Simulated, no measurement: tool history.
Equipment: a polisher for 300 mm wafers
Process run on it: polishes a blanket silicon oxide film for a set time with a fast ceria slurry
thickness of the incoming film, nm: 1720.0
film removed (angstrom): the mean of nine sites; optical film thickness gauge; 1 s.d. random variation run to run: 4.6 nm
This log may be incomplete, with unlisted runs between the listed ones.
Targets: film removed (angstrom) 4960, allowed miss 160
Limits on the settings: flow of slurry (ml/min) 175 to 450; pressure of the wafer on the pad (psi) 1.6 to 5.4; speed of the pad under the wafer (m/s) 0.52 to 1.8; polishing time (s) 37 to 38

run	hour	flow of slurry (ml/min)	pressure of the wafer on the pad (psi)	speed of the pad under the wafer (m/s)	polishing time (s)	film removed (angstrom)
1	0	290	3.5	1.16	37	9495
2	1.5	290	3.2	1.14	37	8704.7
3	6.4	290	3.2	1.14	38	8991.4
4	15	290	2.8	1.14	38	7779.6
5	16.1	290	2.6	1.14	38	7360
6	20.7	290	2.5	1.12	38	7045.4
7	23.7	290	2.4	1.1	38	6629.9
8	25.4	290	2.3	1.1	38	6346.1
9	28.3	290	2.2	1.1	38	6107.4
10	32	290	2.1	1.1	38	5707
11	35.7	290	1.9	1.1	38	5251.3

5 next moves are on the table. One of them brings every result within its allowed miss. Which?
A	39.4	205	1.8	1.36	38	?
B	39.4	280	1.6	1.16	37	?
C	39.4	260	2.2	0.98	38	?
D	39.4	290	1.7	1.16	38	?
E	39.4	305	2.3	0.96	38	?

move	film removed (angstrom)
A	5745.5
B	4558.4
C	5466.3
D	4973.6
E	5704
A: further off than the last run
B: takes the biggest miss from the last run beyond its target
C: further off than the last run
D: every result lands within tolerance
E: further off than the last run
Move D is the one to make.

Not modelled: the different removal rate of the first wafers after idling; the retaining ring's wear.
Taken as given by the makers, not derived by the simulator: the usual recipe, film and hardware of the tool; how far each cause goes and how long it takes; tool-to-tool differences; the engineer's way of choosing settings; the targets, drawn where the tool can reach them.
